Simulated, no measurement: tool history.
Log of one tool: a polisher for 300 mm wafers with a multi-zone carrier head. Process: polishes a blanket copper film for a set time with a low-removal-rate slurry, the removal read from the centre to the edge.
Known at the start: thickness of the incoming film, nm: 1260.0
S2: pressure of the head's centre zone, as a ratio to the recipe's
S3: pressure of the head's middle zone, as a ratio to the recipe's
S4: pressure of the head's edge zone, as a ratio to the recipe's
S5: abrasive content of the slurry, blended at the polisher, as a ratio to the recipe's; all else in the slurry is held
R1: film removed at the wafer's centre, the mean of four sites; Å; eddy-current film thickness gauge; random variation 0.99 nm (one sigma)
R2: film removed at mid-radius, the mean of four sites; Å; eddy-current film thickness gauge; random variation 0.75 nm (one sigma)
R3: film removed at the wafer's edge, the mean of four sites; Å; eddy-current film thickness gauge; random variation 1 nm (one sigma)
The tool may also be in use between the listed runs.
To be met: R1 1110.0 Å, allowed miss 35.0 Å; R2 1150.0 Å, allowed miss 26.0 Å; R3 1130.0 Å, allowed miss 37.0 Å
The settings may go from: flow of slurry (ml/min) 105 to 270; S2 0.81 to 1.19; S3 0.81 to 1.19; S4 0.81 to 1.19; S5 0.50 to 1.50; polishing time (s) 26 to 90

Run 1, hour 0.0: flow of slurry (ml/min) 175, S2 1.00, S3 1.00, S4 1.00, S5 1.00, polishing time (s) 58. Result: R1 1250.4 Å, R2 1358.2 Å, R3 1374.7 Å.
Run 2, hour 8.6: flow of slurry (ml/min) 175, S2 0.95, S3 1.00, S4 1.00, S5 1.00, polishing time (s) 58. Result: R1 1192.1 Å, R2 1366.6 Å, R3 1372.0 Å.
Run 3, hour 16.4: flow of slurry (ml/min) 170, S2 0.96, S3 0.99, S4 0.97, S5 0.95, polishing time (s) 58. Result: R1 1176.8 Å, R2 1323.3 Å, R3 1341.7 Å.
Run 4, hour 18.9: flow of slurry (ml/min) 170, S2 0.98, S3 0.99, S4 0.94, S5 0.90, polishing time (s) 58. Result: R1 1177.0 Å, R2 1312.9 Å, R3 1306.1 Å.
Run 5, hour 25.9: flow of slurry (ml/min) 165, S2 0.99, S3 0.98, S4 0.92, S5 0.85, polishing time (s) 58. Result: R1 1186.1 Å, R2 1271.7 Å, R3 1283.6 Å.
Run 6, hour 31.7: flow of slurry (ml/min) 165, S2 0.91, S3 0.98, S4 0.92, S5 0.85, polishing time (s) 58. Result: R1 1081.5 Å, R2 1269.6 Å, R3 1298.3 Å.
Run 7, hour 33.5: flow of slurry (ml/min) 125, S2 1.01, S3 0.95, S4 0.82, S5 0.65, polishing time (s) 57. Result: R1 1055.6 Å, R2 1105.0 Å, R3 1075.7 Å.
At hour 35.6: centre zone pressure recalibrated.
Run 8, hour 35.6: flow of slurry (ml/min) 130, S2 1.01, S3 0.95, S4 0.83, S5 0.65, polishing time (s) 57. Result: R1 1219.5 Å, R2 1123.4 Å, R3 1118.7 Å.

Which of these 5 next moves meets every target?
Run A, hour 37.7: flow of slurry (ml/min) 120, S2 1.06, S3 1.05, S4 0.81, S5 0.60, polishing time (s) 55. Result: R1 ?, R2 ?, R3 ?.
Run B, hour 37.7: flow of slurry (ml/min) 105, S2 1.00, S3 1.05, S4 0.81, S5 0.80, polishing time (s) 54. Result: R1 ?, R2 ?, R3 ?.
Run C, hour 37.7: flow of slurry (ml/min) 105, S2 1.05, S3 1.03, S4 0.81, S5 0.85, polishing time (s) 54. Result: R1 ?, R2 ?, R3 ?.
Run D, hour 37.7: flow of slurry (ml/min) 120, S2 0.98, S3 0.92, S4 0.83, S5 0.60, polishing time (s) 59. Result: R1 ?, R2 ?, R3 ?.
Run E, hour 37.7: flow of slurry (ml/min) 145, S2 0.92, S3 0.97, S4 0.85, S5 0.65, polishing time (s) 56. Result: R1 ?, R2 ?, R3 ?.

move      R1      R2      R3
   A  1180.0  1147.8  1026.2
   B  1116.2  1156.0  1041.7
   C  1185.7  1150.0  1054.0
   D  1168.5  1102.0  1114.6
   E  1097.5  1147.8  1110.3
A: nearer than the last run, and not there yet
B: brings the result that was furthest off to its target, and leaves another outside
C: nearer than the last run, and not there yet
D: nearer than the last run, and not there yet
E: meets every target
Answer: E
